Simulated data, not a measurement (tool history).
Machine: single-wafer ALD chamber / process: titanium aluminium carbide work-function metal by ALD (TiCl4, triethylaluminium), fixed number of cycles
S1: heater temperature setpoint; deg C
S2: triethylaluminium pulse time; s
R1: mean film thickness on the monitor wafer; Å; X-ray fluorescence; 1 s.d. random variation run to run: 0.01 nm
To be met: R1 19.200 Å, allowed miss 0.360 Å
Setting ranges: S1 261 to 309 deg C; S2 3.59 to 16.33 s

| run | hour | S1 | S2 | R1 |
|---|---|---|---|---|
| 1 | 0.0 | 285 | 9.96 | 17.904 |
| 2 | 7.4 | 280 | 9.96 | 17.452 |
| 3 | 14.5 | 283 | 10.28 | 17.537 |
| 4 | 16.7 | 287 | 10.52 | 18.136 |
| 5 | 23.4 | 289 | 10.70 | 18.258 |
| 6 | 29.1 | 291 | 10.90 | 18.474 |
| 7 | 32.7 | 292 | 11.05 | 18.573 |
| 8 | 36.0 | 293 | 11.19 | 18.689 |
| 9 | 41.6 | 294 | 11.30 | 18.786 |

5 next moves are on the table. One of them brings every result within its allowed miss. Which?
| A | 47.2 | 290 | 9.57 | ? |
| B | 47.2 | 290 | 11.76 | ? |
| C | 47.2 | 302 | 9.66 | ? |
| D | 47.2 | 293 | 8.70 | ? |
| E | 47.2 | 292 | 9.72 | ? |

| move | R1 |
|---|---|
| A | 18.213 |
| B | 18.544 |
| C | 19.358 |
| D | 18.284 |
| E | 18.430 |
A: misses by more than the last run did
B: misses by more than the last run did
C: each result inside its tolerance
D: misses by more than the last run did
E: misses by more than the last run did
Go with C: it meets all targets.

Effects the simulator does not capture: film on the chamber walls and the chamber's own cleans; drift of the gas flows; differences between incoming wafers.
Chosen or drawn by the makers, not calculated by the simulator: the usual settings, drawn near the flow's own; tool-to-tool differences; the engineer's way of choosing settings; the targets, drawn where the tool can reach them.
